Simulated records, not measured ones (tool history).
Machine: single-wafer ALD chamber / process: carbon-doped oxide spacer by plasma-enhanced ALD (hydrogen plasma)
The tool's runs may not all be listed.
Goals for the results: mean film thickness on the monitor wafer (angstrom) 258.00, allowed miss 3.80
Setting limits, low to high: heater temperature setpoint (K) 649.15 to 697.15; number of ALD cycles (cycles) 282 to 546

run	hour	heater temperature setpoint (K)	number of ALD cycles (cycles)	mean film thickness on the monitor wafer (angstrom)
1	0.0	673.15	414	224.65
2	6.3	683.15	414	216.80
3	12.9	679.15	421	224.65
4	14.9	670.15	421	226.24
5	20.7	670.15	380	204.46
6	25.8	670.15	424	228.72
7	29.3	669.15	431	232.54
8	37.5	669.15	438	238.08
9	41.8	668.15	442	238.84
10	47.9	668.15	447	242.60
11	50.4	668.15	451	244.20
12	53.9	668.15	454	245.11

Next run, 4 choices. One meets every target within its allowed miss, the rest don't. Which?
A	57.4	668.15	475	?
B	57.4	675.15	498	?
C	57.4	666.15	493	?
D	57.4	657.15	492	?

move	mean film thickness on the monitor wafer (angstrom)
A	257.40
B	268.29
C	267.15
D	266.61
A: each result inside its tolerance
B: takes the result that was furthest off past its target
C: takes the result that was furthest off past its target
D: takes the result that was furthest off past its target
Go with A: it meets all targets.
